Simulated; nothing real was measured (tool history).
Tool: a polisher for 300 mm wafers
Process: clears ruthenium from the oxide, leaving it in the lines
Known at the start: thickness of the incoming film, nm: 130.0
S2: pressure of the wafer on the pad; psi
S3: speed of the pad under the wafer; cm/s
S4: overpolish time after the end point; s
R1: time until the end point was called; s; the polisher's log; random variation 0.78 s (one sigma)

Run 1, day 0.000: flow of slurry (ml/min) 185, S2 2.2 psi, S3 122 cm/s, S4 13 s. Result: R1 93.611 s.
Run 2, day 0.112: flow of slurry (ml/min) 185, S2 1.9 psi, S3 122 cm/s, S4 13 s. Result: R1 105.990 s.
Run 3, day 0.467: flow of slurry (ml/min) 140, S2 1.9 psi, S3 122 cm/s, S4 13 s. Result: R1 111.600 s.
Run 4, day 0.612: flow of slurry (ml/min) 140, S2 1.9 psi, S3 106 cm/s, S4 13 s. Result: R1 123.970 s.
Run 5, day 0.712: flow of slurry (ml/min) 160, S2 1.9 psi, S3 106 cm/s, S4 13 s. Result: R1 123.380 s.
Run 6, day 0.858: flow of slurry (ml/min) 165, S2 2.4 psi, S3 108 cm/s, S4 13 s. Result: R1 102.320 s.
Run 7, day 1.021: flow of slurry (ml/min) 170, S2 3.0 psi, S3 122 cm/s, S4 13 s. Result: R1 76.488 s.
Run 8, day 1.312: flow of slurry (ml/min) 180, S2 3.1 psi, S3 122 cm/s, S4 13 s. Result: R1 73.887 s.

Forecast run 9:
Run 9, day 1.467: flow of slurry (ml/min) 185, S2 3.2 psi, S3 122 cm/s, S4 13 s. Result: R1 ?.

Run 9 gave R1 71.521 s.
